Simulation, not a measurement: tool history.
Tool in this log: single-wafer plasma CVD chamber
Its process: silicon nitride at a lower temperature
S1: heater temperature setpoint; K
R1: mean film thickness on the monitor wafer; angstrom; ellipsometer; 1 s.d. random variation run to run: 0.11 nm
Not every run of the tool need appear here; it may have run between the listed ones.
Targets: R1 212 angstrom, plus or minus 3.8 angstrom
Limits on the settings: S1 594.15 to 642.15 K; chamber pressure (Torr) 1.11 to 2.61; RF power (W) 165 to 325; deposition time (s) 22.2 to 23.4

run 1 hour=0 | S1=618.15 chamber_pressure_(Torr)=1.86 RF_power_(W)=245 deposition_time_(s)=23.4 | R1=256.4
run 2 hour=4.6 | S1=618.15 chamber_pressure_(Torr)=1.79 RF_power_(W)=240 deposition_time_(s)=23.4 | R1=251.37
run 3 hour=8.4 | S1=618.15 chamber_pressure_(Torr)=1.73 RF_power_(W)=235 deposition_time_(s)=23.4 | R1=242.91
run 4 hour=10.6 | S1=618.15 chamber_pressure_(Torr)=1.67 RF_power_(W)=235 deposition_time_(s)=23.4 | R1=242.2
run 5 hour=19.4 | S1=618.15 chamber_pressure_(Torr)=1.62 RF_power_(W)=230 deposition_time_(s)=23.4 | R1=237.91
run 6 hour=23 | S1=622.15 chamber_pressure_(Torr)=1.62 RF_power_(W)=230 deposition_time_(s)=23.4 | R1=236.45
run 7 hour=23.5 | S1=622.15 chamber_pressure_(Torr)=1.57 RF_power_(W)=230 deposition_time_(s)=23.4 | R1=234.68
run 8 hour=24.5 | S1=622.15 chamber_pressure_(Torr)=1.53 RF_power_(W)=230 deposition_time_(s)=23.4 | R1=232.85
run 9 hour=27.4 | S1=622.15 chamber_pressure_(Torr)=1.49 RF_power_(W)=230 deposition_time_(s)=23.4 | R1=233.55
run 10 hour=32.9 | S1=622.15 chamber_pressure_(Torr)=1.46 RF_power_(W)=225 deposition_time_(s)=23.4 | R1=228.88
run 11 hour=35.3 | S1=622.15 chamber_pressure_(Torr)=1.43 RF_power_(W)=225 deposition_time_(s)=23.4 | R1=228.12
run 12 hour=44.3 | S1=622.15 chamber_pressure_(Torr)=1.14 RF_power_(W)=210 deposition_time_(s)=23.3 | R1=206.04
run 13 hour=45.1 | S1=622.15 chamber_pressure_(Torr)=1.16 RF_power_(W)=210 deposition_time_(s)=23.3 | R1=205.27
run 14 hour=50.3 | S1=622.15 chamber_pressure_(Torr)=1.18 RF_power_(W)=210 deposition_time_(s)=23.3 | R1=208.39
run 15 hour=52.7 | S1=622.15 chamber_pressure_(Torr)=1.19 RF_power_(W)=210 deposition_time_(s)=23.3 | R1=205.56

Exactly one of the 5 candidate moves below puts every result within its allowed miss. Which one?
run A hour=55.1 | S1=618.15 chamber_pressure_(Torr)=1.2 RF_power_(W)=200 deposition_time_(s)=22.7 | R1=?
run B hour=55.1 | S1=617.15 chamber_pressure_(Torr)=1.23 RF_power_(W)=205 deposition_time_(s)=22.8 | R1=?
run C hour=55.1 | S1=623.15 chamber_pressure_(Torr)=1.11 RF_power_(W)=205 deposition_time_(s)=23.2 | R1=?
run D hour=55.1 | S1=618.15 chamber_pressure_(Torr)=1.27 RF_power_(W)=215 deposition_time_(s)=23.1 | R1=?
run E hour=55.1 | S1=625.15 chamber_pressure_(Torr)=1.11 RF_power_(W)=205 deposition_time_(s)=23.2 | R1=?

move=A R1=197.15
move=B R1=202.55
move=C R1=200.95
move=D R1=213.4
move=E R1=200.79
A: misses by more than the last run did
B: misses by more than the last run did
C: misses by more than the last run did
D: all results land within tolerance of their targets
E: misses by more than the last run did
D is the move that brings every result within its allowed miss.
